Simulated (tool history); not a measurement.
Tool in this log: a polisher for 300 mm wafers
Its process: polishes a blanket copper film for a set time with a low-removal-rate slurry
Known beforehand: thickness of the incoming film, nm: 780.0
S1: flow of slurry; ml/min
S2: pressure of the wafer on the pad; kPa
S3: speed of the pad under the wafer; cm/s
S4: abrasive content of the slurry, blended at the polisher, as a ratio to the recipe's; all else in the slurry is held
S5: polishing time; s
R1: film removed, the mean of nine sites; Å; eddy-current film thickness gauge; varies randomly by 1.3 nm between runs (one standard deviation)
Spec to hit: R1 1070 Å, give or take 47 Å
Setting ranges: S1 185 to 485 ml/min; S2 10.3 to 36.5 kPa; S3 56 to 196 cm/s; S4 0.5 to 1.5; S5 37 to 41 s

| run | day | S1 | S2 | S3 | S4 | S5 | R1 |
|---|---|---|---|---|---|---|---|
| 1 | 0 | 310 | 23.4 | 126 | 1 | 41 | 1728.3 |
| 2 | 0.342 | 310 | 29 | 126 | 1 | 41 | 2138.8 |
| 3 | 0.421 | 310 | 29 | 126 | 1.1 | 41 | 2182.8 |
| 4 | 0.571 | 310 | 24.1 | 124 | 1.1 | 41 | 1809.4 |
| 5 | 0.808 | 310 | 20 | 122 | 1.1 | 41 | 1497.9 |
| 6 | 1.004 | 310 | 17.2 | 120 | 1.1 | 41 | 1298.6 |
| 7 | 1.125 | 310 | 15.9 | 120 | 1.1 | 41 | 1191.3 |
| 8 | 1.233 | 310 | 15.2 | 120 | 1.1 | 41 | 1141 |

Consider the 5 candidate settings below. Which is the only one whose results all fall within their allowed miss of target?
| A | 1.342 | 300 | 15.2 | 100 | 1.15 | 37 | ? |
| B | 1.342 | 305 | 15.9 | 104 | 1.05 | 37 | ? |
| C | 1.342 | 250 | 17.9 | 106 | 0.85 | 38 | ? |
| D | 1.342 | 340 | 11.7 | 140 | 1.05 | 40 | ? |
| E | 1.342 | 190 | 15.2 | 140 | 1.2 | 40 | ? |

| move | R1 |
|---|---|
| A | 919.3 |
| B | 963.75 |
| C | 1056.1 |
| D | 943.75 |
| E | 1150.5 |
A: the result that was furthest off in the last run now lies on the other side of its target
B: the result that was furthest off in the last run now lies on the other side of its target
C: hits every target within its allowed miss
D: the result that was furthest off in the last run now lies on the other side of its target
E: its largest miss is bigger than the last run's
Move C is the one to make.
